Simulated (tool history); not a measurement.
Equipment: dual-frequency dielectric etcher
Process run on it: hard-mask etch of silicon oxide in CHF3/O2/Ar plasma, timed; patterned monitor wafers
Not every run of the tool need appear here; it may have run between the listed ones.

run	hour	source power (W)	bias power (W)	etch time (s)	mean etch depth across the wafer (angstrom)
1	0	820	130	31.5	718.51
2	0.9	840	130	31.5	728.65
3	8.4	850	130	31.5	731.9
4	13.3	850	113	31.5	703.78
5	16.1	870	113	31.5	707.8
6	24.8	870	102	31.5	693.59
7	33.8	890	102	31.5	699.92
8	37.5	890	102	31.5	699.55
9	42.4	910	102	31.5	705.14
10	49.2	930	102	31.5	707.64
11	51.4	950	103	31.5	715.97
12	55.4	970	103	31.5	725.33
13	56.5	980	103	31.5	727.17
14	58.7	990	103	31.5	726.86
15	65.3	1010	103	31.5	732.26
16	70.3	1020	103	31.5	735.42

Run 17 is up next; what results do you expect?
17	72.8	1030	103	31.5	?

mean etch depth across the wafer (angstrom): 738.06

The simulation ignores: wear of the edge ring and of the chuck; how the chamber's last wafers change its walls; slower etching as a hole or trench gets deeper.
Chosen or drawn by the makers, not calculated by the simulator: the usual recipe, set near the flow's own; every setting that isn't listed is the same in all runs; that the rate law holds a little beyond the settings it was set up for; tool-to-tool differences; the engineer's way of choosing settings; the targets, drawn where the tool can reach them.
